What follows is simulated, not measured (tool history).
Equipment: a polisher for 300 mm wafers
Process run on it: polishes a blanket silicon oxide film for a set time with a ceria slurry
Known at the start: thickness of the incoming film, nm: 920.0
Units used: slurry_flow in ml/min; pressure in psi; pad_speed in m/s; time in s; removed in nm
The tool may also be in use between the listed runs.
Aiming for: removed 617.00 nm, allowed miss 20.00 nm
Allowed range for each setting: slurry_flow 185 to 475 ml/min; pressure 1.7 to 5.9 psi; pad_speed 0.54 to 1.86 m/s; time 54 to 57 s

run 1 hour=0.0 | slurry_flow=305 pressure=3.8 pad_speed=1.18 time=54 | removed=337.75
run 2 hour=3.5 | slurry_flow=305 pressure=3.0 pad_speed=1.18 time=54 | removed=269.57
run 3 hour=7.4 | slurry_flow=305 pressure=3.9 pad_speed=1.20 time=54 | removed=350.16
run 4 hour=12.8 | slurry_flow=305 pressure=3.4 pad_speed=1.20 time=54 | removed=310.50
run 5 hour=17.5 | slurry_flow=305 pressure=4.2 pad_speed=1.22 time=54 | removed=380.78
run 6 hour=21.0 | slurry_flow=305 pressure=4.2 pad_speed=1.22 time=54 | removed=382.04
run 7 hour=29.5 | slurry_flow=305 pressure=4.7 pad_speed=1.24 time=54 | removed=435.00
run 8 hour=30.3 | slurry_flow=305 pressure=5.7 pad_speed=1.34 time=54 | removed=572.67

Below are 4 possible settings for the next run. Only one of them brings all results inside the allowed miss of their targets. Which is it?
run A hour=31.1 | slurry_flow=320 pressure=5.2 pad_speed=1.34 time=54 | removed=?
run B hour=31.1 | slurry_flow=315 pressure=5.4 pad_speed=1.32 time=54 | removed=?
run C hour=31.1 | slurry_flow=330 pressure=5.9 pad_speed=1.32 time=57 | removed=?
run D hour=31.1 | slurry_flow=400 pressure=5.2 pad_speed=1.32 time=55 | removed=?

move=A removed=524.15
move=B removed=535.32
move=C removed=618.77
move=D removed=535.47
A: further off than the last run
B: further off than the last run
C: meets every target
D: further off than the last run
So the answer is move C, the one that meets all the targets.

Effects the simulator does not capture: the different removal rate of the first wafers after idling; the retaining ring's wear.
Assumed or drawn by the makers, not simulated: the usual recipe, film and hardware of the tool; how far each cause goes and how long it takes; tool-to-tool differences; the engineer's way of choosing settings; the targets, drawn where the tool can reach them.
